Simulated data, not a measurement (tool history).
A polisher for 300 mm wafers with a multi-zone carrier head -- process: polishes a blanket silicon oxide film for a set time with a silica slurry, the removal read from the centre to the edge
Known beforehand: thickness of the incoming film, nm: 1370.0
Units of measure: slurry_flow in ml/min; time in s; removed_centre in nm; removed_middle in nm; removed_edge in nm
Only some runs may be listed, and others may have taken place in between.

Run 1, hour 0.0: slurry_flow 255 ml/min, centre_zone 1.00, middle_zone 1.00, edge_zone 1.00, slurry_solids 1.00, time 33 s. Result: removed_centre 117.410 nm, removed_middle 117.120 nm, removed_edge 115.300 nm.
Run 2, hour 7.7: slurry_flow 255 ml/min, centre_zone 1.00, middle_zone 1.00, edge_zone 0.95, slurry_solids 1.00, time 33 s. Result: removed_centre 116.380 nm, removed_middle 116.760 nm, removed_edge 114.000 nm.
Run 3, hour 11.8: slurry_flow 255 ml/min, centre_zone 1.00, middle_zone 1.00, edge_zone 1.02, slurry_solids 1.00, time 33 s. Result: removed_centre 117.210 nm, removed_middle 118.030 nm, removed_edge 119.490 nm.
Run 4, hour 13.1: slurry_flow 255 ml/min, centre_zone 1.01, middle_zone 0.99, edge_zone 0.99, slurry_solids 0.90, time 33 s. Result: removed_centre 108.770 nm, removed_middle 106.730 nm, removed_edge 108.480 nm.
Run 5, hour 13.6: slurry_flow 255 ml/min, centre_zone 1.02, middle_zone 0.99, edge_zone 0.96, slurry_solids 0.85, time 33 s. Result: removed_centre 106.600 nm, removed_middle 102.750 nm, removed_edge 100.200 nm.
Run 6, hour 21.6: slurry_flow 255 ml/min, centre_zone 1.10, middle_zone 0.99, edge_zone 0.96, slurry_solids 0.85, time 33 s. Result: removed_centre 113.930 nm, removed_middle 102.560 nm, removed_edge 102.540 nm.
Run 7, hour 30.3: slurry_flow 250 ml/min, centre_zone 1.09, middle_zone 0.98, edge_zone 0.94, slurry_solids 0.85, time 33 s. Result: removed_centre 112.570 nm, removed_middle 101.500 nm, removed_edge 98.077 nm.
Run 8, hour 37.0: slurry_flow 245 ml/min, centre_zone 1.07, middle_zone 0.96, edge_zone 0.93, slurry_solids 0.85, time 33 s. Result: removed_centre 109.120 nm, removed_middle 102.810 nm, removed_edge 97.804 nm.
Run 9, hour 39.3: slurry_flow 250 ml/min, centre_zone 1.07, middle_zone 0.96, edge_zone 0.93, slurry_solids 0.80, time 33 s. Result: removed_centre 106.870 nm, removed_middle 96.339 nm, removed_edge 94.939 nm.
Run 10, hour 46.0: slurry_flow 245 ml/min, centre_zone 1.06, middle_zone 0.95, edge_zone 0.92, slurry_solids 0.80, time 33 s. Result: removed_centre 103.960 nm, removed_middle 94.831 nm, removed_edge 94.872 nm.

Expected results for the next run?
Run 11, hour 52.3: slurry_flow 230 ml/min, centre_zone 1.07, middle_zone 0.95, edge_zone 0.83, slurry_solids 0.65, time 33 s. Result: removed_centre ?, removed_middle ?, removed_edge ?.

Run 11 produced removed_centre 82.164 nm, removed_middle 75.501 nm, removed_edge 70.774 nm.
